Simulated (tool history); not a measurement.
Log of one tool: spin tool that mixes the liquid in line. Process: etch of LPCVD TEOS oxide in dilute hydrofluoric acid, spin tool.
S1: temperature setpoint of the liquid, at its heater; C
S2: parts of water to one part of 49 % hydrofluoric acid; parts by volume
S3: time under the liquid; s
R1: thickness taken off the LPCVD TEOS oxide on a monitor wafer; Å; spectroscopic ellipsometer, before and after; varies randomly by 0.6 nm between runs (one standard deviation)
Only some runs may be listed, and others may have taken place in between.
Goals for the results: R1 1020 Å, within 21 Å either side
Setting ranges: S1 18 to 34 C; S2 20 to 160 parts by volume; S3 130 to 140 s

| run | hour | S1 | S2 | S3 | R1 |
|---|---|---|---|---|---|
| 1 | 0 | 26 | 90 | 130 | 267.45 |
| 2 | 7.2 | 27 | 80 | 130 | 317.64 |
| 3 | 15.6 | 27.5 | 75 | 130 | 349.46 |
| 4 | 22.8 | 25.5 | 75 | 130 | 319.13 |
| 5 | 25.1 | 24 | 75 | 130 | 301.19 |
| 6 | 33.4 | 24 | 75 | 130 | 304.57 |
| 7 | 40.8 | 25 | 70 | 130 | 337.53 |
| 8 | 44.2 | 26 | 65 | 130 | 378.65 |
| 9 | 52.9 | 27 | 60 | 130 | 436.23 |
| 10 | 56 | 31 | 25 | 130 | 1301 |
| 11 | 58.9 | 30.5 | 25 | 130 | 1261.7 |
| 12 | 64.6 | 26.5 | 25 | 130 | 1065.9 |
| 13 | 71.9 | 26 | 25 | 130 | 1059.7 |

Pick the move, out of 4, that brings all results within their allowed miss; only one does.
| A | 79.2 | 26 | 25 | 135 | ? |
| B | 79.2 | 27.5 | 25 | 130 | ? |
| C | 79.2 | 28 | 30 | 140 | ? |
| D | 79.2 | 19.5 | 20 | 140 | ? |

| move | R1 |
|---|---|
| A | 1090.4 |
| B | 1117 |
| C | 1015.5 |
| D | 1079.3 |
A: misses by more than the last run did
B: misses by more than the last run did
C: meets every target
D: misses by more than the last run did
C is the move that brings every result within its allowed miss.
